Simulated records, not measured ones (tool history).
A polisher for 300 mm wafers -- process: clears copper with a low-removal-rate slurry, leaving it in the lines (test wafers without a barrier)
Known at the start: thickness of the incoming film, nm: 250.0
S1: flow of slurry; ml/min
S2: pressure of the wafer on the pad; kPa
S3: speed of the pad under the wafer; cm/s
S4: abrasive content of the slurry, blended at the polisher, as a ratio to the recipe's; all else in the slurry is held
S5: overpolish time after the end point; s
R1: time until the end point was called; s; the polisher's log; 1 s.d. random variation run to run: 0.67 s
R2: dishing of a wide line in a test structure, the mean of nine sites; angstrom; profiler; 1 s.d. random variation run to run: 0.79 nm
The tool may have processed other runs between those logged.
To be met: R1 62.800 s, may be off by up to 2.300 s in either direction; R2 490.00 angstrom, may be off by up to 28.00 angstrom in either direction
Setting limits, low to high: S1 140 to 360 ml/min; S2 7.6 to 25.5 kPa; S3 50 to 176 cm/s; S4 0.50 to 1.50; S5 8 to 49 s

Run 1, hour 0.0: S1 230 ml/min, S2 16.5 kPa, S3 112 cm/s, S4 1.00, S5 25 s. Result: R1 106.870 s, R2 379.53 angstrom.
Run 2, hour 7.2: S1 285 ml/min, S2 16.5 kPa, S3 112 cm/s, S4 1.00, S5 25 s. Result: R1 103.550 s, R2 398.19 angstrom.
Run 3, hour 12.1: S1 290 ml/min, S2 17.9 kPa, S3 112 cm/s, S4 1.00, S5 23 s. Result: R1 95.963 s, R2 400.17 angstrom.
Run 4, hour 20.9: S1 250 ml/min, S2 17.9 kPa, S3 112 cm/s, S4 1.00, S5 23 s. Result: R1 97.576 s, R2 375.72 angstrom.
Run 5, hour 26.4: S1 255 ml/min, S2 19.3 kPa, S3 112 cm/s, S4 1.00, S5 23 s. Result: R1 89.993 s, R2 411.40 angstrom.
Run 6, hour 35.3: S1 260 ml/min, S2 20.7 kPa, S3 112 cm/s, S4 1.00, S5 22 s. Result: R1 83.098 s, R2 414.72 angstrom.
Run 7, hour 40.4: S1 265 ml/min, S2 21.4 kPa, S3 112 cm/s, S4 1.00, S5 22 s. Result: R1 81.132 s, R2 430.91 angstrom.
Run 8, hour 45.7: S1 270 ml/min, S2 22.1 kPa, S3 112 cm/s, S4 1.00, S5 21 s. Result: R1 80.025 s, R2 416.17 angstrom.

Which single option among these 4 for the next run brings every result within its allowed miss of target? Just one does.
Run A, hour 51.0: S1 210 ml/min, S2 24.1 kPa, S3 128 cm/s, S4 0.90, S5 19 s. Result: R1 ?, R2 ?.
Run B, hour 51.0: S1 260 ml/min, S2 23.4 kPa, S3 140 cm/s, S4 1.00, S5 20 s. Result: R1 ?, R2 ?.
Run C, hour 51.0: S1 245 ml/min, S2 24.8 kPa, S3 154 cm/s, S4 0.95, S5 23 s. Result: R1 ?, R2 ?.
Run D, hour 51.0: S1 260 ml/min, S2 22.1 kPa, S3 94 cm/s, S4 0.95, S5 29 s. Result: R1 ?, R2 ?.

move      R1      R2
   A  68.851  442.78
   B  63.830  486.70
   C  57.242  584.32
   D  89.298  497.46
A: better than the last run, though not everything is in spec
B: meets every target
C: the result that was furthest off in the last run now lies on the other side of its target
D: further off than the last run
The right move is B.
